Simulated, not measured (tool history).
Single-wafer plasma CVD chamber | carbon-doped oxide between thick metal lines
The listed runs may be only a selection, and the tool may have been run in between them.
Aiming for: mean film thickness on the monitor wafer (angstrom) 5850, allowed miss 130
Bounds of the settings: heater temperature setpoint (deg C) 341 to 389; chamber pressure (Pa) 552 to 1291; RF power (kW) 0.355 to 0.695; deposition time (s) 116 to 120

run  hour  heater temperature setpoint (deg C)  chamber pressure (Pa)  RF power (kW)  deposition time (s)  mean film thickness on the monitor wafer (angstrom)
  1     0                                  365                    921          0.525                  116                                               6400.3
  2   4.9                                  366                    905           0.51                  116                                               6233.1
  3  12.5                                  367                    887            0.5                  116                                               6155.3
  4  17.3                                  368                    875           0.49                  116                                               6076.8
  5  21.7                                  368                    875           0.49                  120                                               6262.3
  6  24.7                                  369                    860           0.48                  120                                               6174.2
  7  26.9                                  370                    847          0.475                  120                                               6141.4
  8  34.1                                  370                    841          0.465                  120                                                 6044

5 next moves are on the table. One of them brings every result within its allowed miss. Which?
  A  41.3                                  362                    575          0.525                  120                                                    ?
  B  41.3                                  374                    771           0.45                  120                                                    ?
  C  41.3                                  381                    813          0.495                  120                                                    ?
  D  41.3                                  365                    832           0.49                  120                                                    ?
  E  41.3                                  374                    925            0.5                  116                                                    ?

move  mean film thickness on the monitor wafer (angstrom)
   A                                               6066.9
   B                                                 5742
   C                                               6036.6
   D                                               6217.6
   E                                               6046.3
A: misses by more than the last run did
B: meets every target
C: just as far off the targets as the last run
D: misses by more than the last run did
E: just as far off the targets as the last run
The move that meets every target is B.
